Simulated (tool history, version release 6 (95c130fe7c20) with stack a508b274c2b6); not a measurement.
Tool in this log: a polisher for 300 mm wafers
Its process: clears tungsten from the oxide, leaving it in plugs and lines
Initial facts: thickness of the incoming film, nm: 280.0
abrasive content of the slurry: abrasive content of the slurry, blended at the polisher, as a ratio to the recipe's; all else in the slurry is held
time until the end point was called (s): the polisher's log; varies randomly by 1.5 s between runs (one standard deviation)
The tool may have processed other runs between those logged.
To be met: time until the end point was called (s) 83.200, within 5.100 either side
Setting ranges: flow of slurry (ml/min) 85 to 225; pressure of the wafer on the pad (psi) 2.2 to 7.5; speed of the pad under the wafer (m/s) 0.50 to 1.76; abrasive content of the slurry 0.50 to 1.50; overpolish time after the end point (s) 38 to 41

run    day  flow of slurry (ml/min)  pressure of the wafer on the pad (psi)  speed of the pad under the wafer (m/s)  abrasive content of the slurry  overpolish time after the end point (s)  time until the end point was called (s)
  1  0.000                      145                                     4.8                                    1.12                            1.00                                       38                                   45.063
  2  0.108                      145                                     4.1                                    1.10                            1.00                                       38                                   50.745
  3  0.300                      110                                     4.1                                    1.10                            1.00                                       38                                   55.029
  4  0.604                      130                                     4.1                                    1.10                            1.00                                       38                                   51.660
  5  0.679                      130                                     3.3                                    1.10                            1.00                                       38                                   64.122
  6  0.908                      150                                     3.3                                    1.10                            1.00                                       38                                   64.978
  7  0.996                      150                                     3.1                                    1.10                            1.00                                       38                                   64.547
  8  1.212                      150                                     2.9                                    1.08                            1.00                                       38                                   73.357
  9  1.321                      150                                     2.8                                    1.08                            1.00                                       38                                   74.782
 10  1.479                      150                                     2.7                                    1.08                            1.00                                       38                                   77.862

Consider the 4 candidate settings below. Which is the only one whose results all fall within their allowed miss of target?
  A  1.638                      150                                     2.6                                    1.20                            1.05                                       38                                        ?
  B  1.638                      120                                     2.7                                    1.08                            0.85                                       41                                        ?
  C  1.638                      140                                     2.5                                    1.24                            1.05                                       38                                        ?
  D  1.638                      150                                     3.0                                    1.12                            0.90                                       38                                        ?

move  time until the end point was called (s)
   A                                   71.958
   B                                   82.474
   C                                   73.070
   D                                   68.949
A: lands further from the targets than the last run did
B: every result lands within tolerance
C: lands further from the targets than the last run did
D: lands further from the targets than the last run did
So the answer is move B, the one that meets all the targets.
